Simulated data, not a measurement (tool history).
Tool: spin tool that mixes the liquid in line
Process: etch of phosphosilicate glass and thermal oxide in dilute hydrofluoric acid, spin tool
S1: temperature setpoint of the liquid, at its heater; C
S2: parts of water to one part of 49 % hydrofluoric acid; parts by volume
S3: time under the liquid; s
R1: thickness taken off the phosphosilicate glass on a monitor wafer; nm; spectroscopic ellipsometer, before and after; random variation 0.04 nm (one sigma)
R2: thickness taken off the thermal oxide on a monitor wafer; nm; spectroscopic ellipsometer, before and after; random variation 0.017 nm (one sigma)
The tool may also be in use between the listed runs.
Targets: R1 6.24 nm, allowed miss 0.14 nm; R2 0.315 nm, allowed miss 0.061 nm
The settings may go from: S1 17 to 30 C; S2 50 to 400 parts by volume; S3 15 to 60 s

run	hour	S1	S2	S3	R1	R2
1	0	22	225	30	9.6032	0.46982
2	3	21.5	230	30	9.1653	0.48409
3	8.5	21	235	30	8.7858	0.44105
4	11.6	21	280	30	7.0602	0.34725
5	19.1	20.5	280	30	6.9444	0.34196
6	20.7	20	280	30	6.8206	0.37772
7	27	20	285	30	6.654	0.31858
8	35.4	19	285	30	6.4748	0.33923

Which of these 5 next moves meets every target?
A	43.8	18.5	300	30	?	?
B	43.8	24	275	25	?	?
C	43.8	25	330	30	?	?
D	43.8	17	235	25	?	?
E	43.8	23.5	320	30	?	?

move	R1	R2
A	5.9337	0.28722
B	6.729	0.32572
C	6.5746	0.31825
D	6.3364	0.30672
E	6.5124	0.31524
A: takes the result that was furthest off past its target
B: further off than the last run
C: further off than the last run
D: meets every target
E: further off than the last run
Move D is the one to make.
